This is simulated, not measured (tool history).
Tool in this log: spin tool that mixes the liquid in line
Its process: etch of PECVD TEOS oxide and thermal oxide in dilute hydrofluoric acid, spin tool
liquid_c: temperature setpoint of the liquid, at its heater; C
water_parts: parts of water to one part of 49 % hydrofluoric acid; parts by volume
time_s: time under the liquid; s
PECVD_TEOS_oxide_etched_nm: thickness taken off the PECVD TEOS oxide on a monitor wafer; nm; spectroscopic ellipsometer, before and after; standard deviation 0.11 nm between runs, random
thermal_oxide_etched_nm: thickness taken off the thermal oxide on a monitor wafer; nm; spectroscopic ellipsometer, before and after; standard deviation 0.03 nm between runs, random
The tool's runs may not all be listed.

run  hour  liquid_c  water_parts  time_s  PECVD_TEOS_oxide_etched_nm  thermal_oxide_etched_nm
  1   0.0      26.0          120      55                      9.4844                   2.1420
  2   6.7      29.0          120      55                     10.5810                   2.3885
  3   8.7      29.0          120      30                      5.8214                   1.3136
  4  12.8      32.0          120      30                      6.5382                   1.4623
     18.2  -- thermometer replaced
  5  18.2      33.5          120      30                      7.4585                   1.6816
  6  20.1      33.5          105      30                      8.6186                   1.9705

For run 7, what comes out?
  7  21.5      33.5          100      30                           ?                        ?

PECVD_TEOS_oxide_etched_nm: 9.3017 nm
thermal_oxide_etched_nm: 2.0985 nm
